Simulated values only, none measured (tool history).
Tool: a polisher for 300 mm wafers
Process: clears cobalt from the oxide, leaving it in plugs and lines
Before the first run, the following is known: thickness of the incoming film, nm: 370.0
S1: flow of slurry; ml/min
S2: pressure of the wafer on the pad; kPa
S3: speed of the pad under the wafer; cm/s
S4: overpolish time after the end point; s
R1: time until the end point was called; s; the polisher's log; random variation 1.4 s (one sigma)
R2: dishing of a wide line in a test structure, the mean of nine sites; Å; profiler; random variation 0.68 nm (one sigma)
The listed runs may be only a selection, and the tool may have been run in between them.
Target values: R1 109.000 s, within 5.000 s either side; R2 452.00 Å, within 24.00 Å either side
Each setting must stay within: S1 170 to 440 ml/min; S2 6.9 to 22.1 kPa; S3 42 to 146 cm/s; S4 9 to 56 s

run 1 hour=0.0 | S1=280 S2=14.5 S3=94 S4=29 | R1=81.321 R2=499.65
run 2 hour=6.5 | S1=280 S2=11.7 S3=94 S4=29 | R1=97.296 R2=483.31
run 3 hour=14.4 | S1=255 S2=11.7 S3=94 S4=29 | R1=97.468 R2=481.67
run 4 hour=19.8 | S1=290 S2=11.7 S3=94 S4=29 | R1=99.435 R2=490.93
-- hour=20.5 worn pad replaced by a new one
run 5 hour=20.5 | S1=285 S2=11.7 S3=94 S4=28 | R1=90.611 R2=481.58
run 6 hour=21.7 | S1=285 S2=11.7 S3=94 S4=20 | R1=91.284 R2=431.68
run 7 hour=30.6 | S1=285 S2=11.7 S3=94 S4=21 | R1=91.634 R2=439.33
run 8 hour=38.7 | S1=285 S2=11.7 S3=94 S4=22 | R1=92.124 R2=454.15

Next run, 5 choices. One meets every target within its allowed miss, the rest don't. Which?
run A hour=46.8 | S1=335 S2=13.1 S3=92 S4=20 | R1=? R2=?
run B hour=46.8 | S1=235 S2=11.7 S3=80 S4=26 | R1=? R2=?
run C hour=46.8 | S1=250 S2=11.7 S3=104 S4=20 | R1=? R2=?
run D hour=46.8 | S1=295 S2=13.1 S3=94 S4=18 | R1=? R2=?
run E hour=46.8 | S1=270 S2=14.5 S3=70 S4=27 | R1=? R2=?

move=A R1=83.551 R2=461.40
move=B R1=108.610 R2=462.75
move=C R1=83.584 R2=461.18
move=D R1=82.794 R2=445.33
move=E R1=102.300 R2=477.49
A: lands further from the targets than the last run did
B: hits every target within its allowed miss
C: lands further from the targets than the last run did
D: lands further from the targets than the last run did
E: closes in on the targets versus the last run, not all within tolerance yet
B meets every target.
